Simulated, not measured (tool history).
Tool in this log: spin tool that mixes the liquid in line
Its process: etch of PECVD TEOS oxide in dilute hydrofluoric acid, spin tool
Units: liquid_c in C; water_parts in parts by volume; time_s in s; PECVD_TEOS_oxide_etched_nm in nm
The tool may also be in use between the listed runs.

run  hour  liquid_c  water_parts  time_s  PECVD_TEOS_oxide_etched_nm
  1     0        26           90      25                      6.2818
  2   7.1        28           85      25                      7.2142
  3     8        28           85      25                      7.0205
  4  15.1        28           85      20                      5.7287
  5  16.5        28           75      20                      6.5636
  6  23.8        28           95      20                      5.1328

For run 7, what comes out?
  7  28.2      28.5           85      20                           ?

PECVD_TEOS_oxide_etched_nm: 5.8233 nm

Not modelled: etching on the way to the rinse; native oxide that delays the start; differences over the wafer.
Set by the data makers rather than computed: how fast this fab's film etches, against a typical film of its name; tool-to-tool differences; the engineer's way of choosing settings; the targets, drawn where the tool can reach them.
